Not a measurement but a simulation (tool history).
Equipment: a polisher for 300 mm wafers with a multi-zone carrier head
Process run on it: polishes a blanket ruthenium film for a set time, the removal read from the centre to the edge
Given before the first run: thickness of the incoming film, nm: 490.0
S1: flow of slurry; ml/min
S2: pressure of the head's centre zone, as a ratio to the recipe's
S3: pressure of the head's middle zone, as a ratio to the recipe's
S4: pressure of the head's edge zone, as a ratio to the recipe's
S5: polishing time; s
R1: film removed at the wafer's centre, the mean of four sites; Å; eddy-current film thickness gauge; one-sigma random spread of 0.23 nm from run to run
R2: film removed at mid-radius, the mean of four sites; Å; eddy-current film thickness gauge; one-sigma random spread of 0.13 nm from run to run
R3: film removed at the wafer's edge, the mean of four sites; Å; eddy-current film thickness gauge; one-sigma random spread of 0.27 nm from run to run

Run 1, day 0: S1 300 ml/min, S2 1, S3 1, S4 1, S5 43 s. Result: R1 348.93 Å, R2 370.44 Å, R3 354.12 Å.
Run 2, day 0.229: S1 270 ml/min, S2 0.95, S3 0.97, S4 0.97, S5 36 s. Result: R1 278.92 Å, R2 297.81 Å, R3 288.1 Å.
Run 3, day 0.375: S1 250 ml/min, S2 0.91, S3 0.96, S4 0.97, S5 31 s. Result: R1 228.18 Å, R2 247.88 Å, R3 249.15 Å.
Run 4, day 0.625: S1 245 ml/min, S2 0.88, S3 0.96, S4 0.95, S5 28 s. Result: R1 200.09 Å, R2 228.08 Å, R3 218.48 Å.
Run 5, day 0.846: S1 245 ml/min, S2 0.88, S3 0.96, S4 0.92, S5 28 s. Result: R1 199.37 Å, R2 226.78 Å, R3 221.14 Å.
Run 6, day 0.958: S1 245 ml/min, S2 0.88, S3 1.04, S4 0.92, S5 28 s. Result: R1 197.06 Å, R2 241.6 Å, R3 217.01 Å.
Run 7, day 1.021: S1 225 ml/min, S2 0.81, S3 0.94, S4 0.9, S5 19 s. Result: R1 122.18 Å, R2 150.94 Å, R3 145.64 Å.
Run 8, day 1.258: S1 310 ml/min, S2 0.9, S3 1.01, S4 1, S5 19 s. Result: R1 141.79 Å, R2 165.41 Å, R3 154.17 Å.
Run 9, day 1.396: S1 280 ml/min, S2 0.9, S3 1.01, S4 1.02, S5 20 s. Result: R1 149.84 Å, R2 172.43 Å, R3 162.51 Å.
Run 10, day 1.575: S1 265 ml/min, S2 0.88, S3 1, S4 1.03, S5 21 s. Result: R1 149.26 Å, R2 177.8 Å, R3 172.3 Å.
Run 11, day 1.875: S1 255 ml/min, S2 0.88, S3 1, S4 1.04, S5 21 s. Result: R1 150.22 Å, R2 176.34 Å, R3 176.73 Å.
Run 12, day 2.246: S1 245 ml/min, S2 0.89, S3 1.01, S4 1.04, S5 21 s. Result: R1 151.71 Å, R2 179.23 Å, R3 179.15 Å.
Run 13, day 2.571: S1 240 ml/min, S2 0.9, S3 1.02, S4 1.04, S5 21 s. Result: R1 149.7 Å, R2 179.96 Å, R3 177.18 Å.

Run 14 is up next; what results do you expect?
Run 14, day 2.625: S1 275 ml/min, S2 0.93, S3 1.03, S4 1.08, S5 22 s. Result: R1 ?, R2 ?, R3 ?.

{"run 14": {"R1": 169.77, "R2": 193.62, "R3": 188.98}}
